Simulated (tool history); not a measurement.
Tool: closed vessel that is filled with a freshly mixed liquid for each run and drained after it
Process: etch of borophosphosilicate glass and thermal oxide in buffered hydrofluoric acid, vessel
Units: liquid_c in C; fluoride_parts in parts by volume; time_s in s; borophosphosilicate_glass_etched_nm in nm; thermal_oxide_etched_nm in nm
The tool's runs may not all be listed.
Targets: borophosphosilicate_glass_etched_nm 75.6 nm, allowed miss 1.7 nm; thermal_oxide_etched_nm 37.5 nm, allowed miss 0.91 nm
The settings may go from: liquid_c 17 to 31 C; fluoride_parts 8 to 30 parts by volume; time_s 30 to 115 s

run  hour  liquid_c  fluoride_parts  time_s  borophosphosilicate_glass_etched_nm  thermal_oxide_etched_nm
  1     0        23            21.5      60                               58.645                   29.249
  2   7.5      24.5            21.5      60                               64.153                   31.505
  3    14      24.5            21.5      40                               42.016                   21.035
  4  18.9      24.5            15.5      40                               57.527                   28.476
  5    20      24.5            15.5      30                               42.924                   21.488
  6  24.3      26.5            14.5      30                               51.436                   25.475
  7  31.6      27.5            13.5      30                               58.131                   29.096
  8  34.5      28.5              13      30                               63.291                   32.106
  9  38.6        29            12.5      30                                 67.7                   33.704
 10    43      29.5            12.5      30                               69.684                   34.599
 11  44.3        30            12.5      30                               71.262                   35.354
 12    45      30.5            12.5      30                               73.361                   36.262

4 next moves are on the table. One of them brings every result within its allowed miss. Which?
  A  45.7        31            14.5      35                                    ?                        ?
  B  45.7        29              12      30                                    ?                        ?
  C  45.7        31              18      40                                    ?                        ?
  D  45.7        31              30      60                                    ?                        ?

move  borophosphosilicate_glass_etched_nm  thermal_oxide_etched_nm
   A                                76.15                   38.075
   B                               70.829                   35.353
   C                               70.352                   35.201
   D                               72.113                   36.124
A: meets every target
B: further off than the last run
C: further off than the last run
D: further off than the last run
Answer: A

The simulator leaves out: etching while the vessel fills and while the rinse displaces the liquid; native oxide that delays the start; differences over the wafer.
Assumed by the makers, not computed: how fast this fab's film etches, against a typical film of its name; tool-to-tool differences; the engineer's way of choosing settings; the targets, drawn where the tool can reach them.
